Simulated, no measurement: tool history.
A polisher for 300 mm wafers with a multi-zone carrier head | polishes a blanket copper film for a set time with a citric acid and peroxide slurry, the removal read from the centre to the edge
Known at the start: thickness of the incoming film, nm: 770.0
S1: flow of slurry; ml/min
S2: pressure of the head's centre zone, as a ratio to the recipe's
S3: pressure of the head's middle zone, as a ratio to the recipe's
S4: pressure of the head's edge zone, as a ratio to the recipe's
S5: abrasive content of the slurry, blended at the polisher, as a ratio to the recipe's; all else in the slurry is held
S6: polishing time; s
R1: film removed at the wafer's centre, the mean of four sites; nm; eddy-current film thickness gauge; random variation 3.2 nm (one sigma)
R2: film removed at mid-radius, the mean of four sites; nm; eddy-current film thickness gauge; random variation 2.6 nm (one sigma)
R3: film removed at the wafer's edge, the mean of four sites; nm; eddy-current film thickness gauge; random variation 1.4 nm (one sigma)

run 1 hour=0 | S1=225 S2=1 S3=1 S4=1 S5=1 S6=69 | R1=157.32 R2=162.28 R3=165.69
run 2 hour=7.6 | S1=225 S2=1 S3=1 S4=1 S5=1.1 S6=69 | R1=160.87 R2=166.12 R3=168.78
run 3 hour=9.7 | S1=225 S2=1 S3=1.05 S4=1 S5=1.1 S6=69 | R1=166.48 R2=169.49 R3=169.37
run 4 hour=10.5 | S1=235 S2=1 S3=1.08 S4=1.01 S5=1.2 S6=71 | R1=171.15 R2=181.14 R3=180.61
run 5 hour=17.7 | S1=240 S2=1.02 S3=1.1 S4=1 S5=1.25 S6=73 | R1=180.83 R2=194.81 R3=186.13
run 6 hour=21.6 | S1=280 S2=1.02 S3=1.1 S4=1 S5=1.25 S6=73 | R1=187.73 R2=193.01 R3=187.23
run 7 hour=24.1 | S1=280 S2=1.04 S3=1.11 S4=1 S5=1.3 S6=75 | R1=195.86 R2=203.27 R3=195.68

Forecast run 8:
run 8 hour=26.4 | S1=285 S2=1.06 S3=1.12 S4=1 S5=1.35 S6=76 | R1=? R2=? R3=?

R1: 206.35 nm
R2: 208.1 nm
R3: 201.14 nm

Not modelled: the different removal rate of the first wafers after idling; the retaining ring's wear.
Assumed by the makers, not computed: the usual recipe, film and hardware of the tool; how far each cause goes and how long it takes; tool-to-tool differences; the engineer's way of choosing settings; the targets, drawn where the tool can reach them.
